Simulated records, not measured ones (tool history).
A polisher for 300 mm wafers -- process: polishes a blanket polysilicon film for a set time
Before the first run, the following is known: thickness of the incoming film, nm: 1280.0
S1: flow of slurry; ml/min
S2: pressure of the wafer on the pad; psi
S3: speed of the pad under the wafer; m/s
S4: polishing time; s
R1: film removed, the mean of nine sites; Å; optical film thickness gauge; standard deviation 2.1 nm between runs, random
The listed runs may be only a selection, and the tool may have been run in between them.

run,hour,S1,S2,S3,S4,R1
1,0,160,2.3,0.8,93,4582
2,3.3,160,2.1,0.76,93,3933.4
3,4.1,160,1.9,0.72,93,3383.1
4,6.6,160,1.8,0.7,93,3219.5
5,13.9,160,1.7,0.66,93,2781.2
6,18,160,1.6,0.64,93,2570.3
7,18.8,160,1.6,0.64,93,2547.3

The next listed run, before its measurement:
8,20.3,160,1.5,0.64,93,?

{"run 8": {"R1": 2441.4}}

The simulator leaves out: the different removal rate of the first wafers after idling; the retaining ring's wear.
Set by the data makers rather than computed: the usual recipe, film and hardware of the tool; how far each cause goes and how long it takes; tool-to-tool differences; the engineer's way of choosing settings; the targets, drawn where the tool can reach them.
